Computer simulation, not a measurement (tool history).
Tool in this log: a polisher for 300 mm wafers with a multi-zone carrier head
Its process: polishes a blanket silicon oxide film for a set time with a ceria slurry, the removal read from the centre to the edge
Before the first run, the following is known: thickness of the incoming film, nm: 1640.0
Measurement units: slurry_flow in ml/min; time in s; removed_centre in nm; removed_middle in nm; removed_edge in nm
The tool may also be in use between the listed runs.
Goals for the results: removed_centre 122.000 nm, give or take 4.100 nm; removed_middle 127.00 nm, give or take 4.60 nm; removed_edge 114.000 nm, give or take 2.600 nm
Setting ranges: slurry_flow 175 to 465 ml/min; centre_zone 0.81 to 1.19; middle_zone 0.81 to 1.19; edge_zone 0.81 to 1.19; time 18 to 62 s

| run | hour | slurry_flow | centre_zone | middle_zone | edge_zone | time | removed_centre | removed_middle | removed_edge |
|---|---|---|---|---|---|---|---|---|---|
| 1 | 0.0 | 295 | 1.00 | 1.00 | 1.00 | 40 | 172.740 | 165.68 | 168.470 |
| 2 | 3.2 | 295 | 1.00 | 1.00 | 1.06 | 40 | 169.820 | 167.77 | 174.450 |
| 3 | 11.0 | 265 | 1.00 | 1.00 | 1.06 | 40 | 170.770 | 164.10 | 170.480 |
| 4 | 18.7 | 265 | 1.04 | 1.00 | 1.06 | 40 | 176.610 | 164.12 | 172.100 |
| 5 | 20.6 | 255 | 1.02 | 1.01 | 1.02 | 38 | 162.080 | 159.64 | 160.160 |
| 6 | 27.0 | 255 | 1.02 | 1.06 | 1.02 | 38 | 163.550 | 160.38 | 159.310 |
| 7 | 28.1 | 250 | 1.01 | 1.06 | 0.99 | 36 | 153.080 | 157.40 | 149.850 |
| 8 | 29.2 | 245 | 1.01 | 1.05 | 0.97 | 35 | 148.270 | 145.87 | 144.430 |
| 9 | 38.2 | 290 | 0.99 | 1.15 | 0.87 | 26 | 110.720 | 118.89 | 102.590 |
| 10 | 47.1 | 290 | 1.00 | 1.15 | 0.89 | 26 | 111.010 | 118.38 | 104.080 |

Pick the move, out of 5, that brings all results within their allowed miss; only one does.
| A | 56.0 | 345 | 1.02 | 0.97 | 1.00 | 26 | ? | ? | ? |
| B | 56.0 | 240 | 0.90 | 1.19 | 0.82 | 27 | ? | ? | ? |
| C | 56.0 | 290 | 1.00 | 1.08 | 0.88 | 29 | ? | ? | ? |
| D | 56.0 | 270 | 0.97 | 1.11 | 0.89 | 24 | ? | ? | ? |
| E | 56.0 | 290 | 1.19 | 1.04 | 0.85 | 25 | ? | ? | ? |

| move | removed_centre | removed_middle | removed_edge |
|---|---|---|---|
| A | 114.110 | 107.43 | 112.220 |
| B | 100.590 | 124.20 | 103.320 |
| C | 122.730 | 127.00 | 116.390 |
| D | 97.749 | 106.39 | 96.269 |
| E | 126.030 | 106.57 | 98.817 |
A: corrects the largest miss of the last run, while another result sits out of spec
B: its largest miss is bigger than the last run's
C: every result lands within tolerance
D: its largest miss is bigger than the last run's
E: its largest miss is bigger than the last run's
Move C is the one to make.
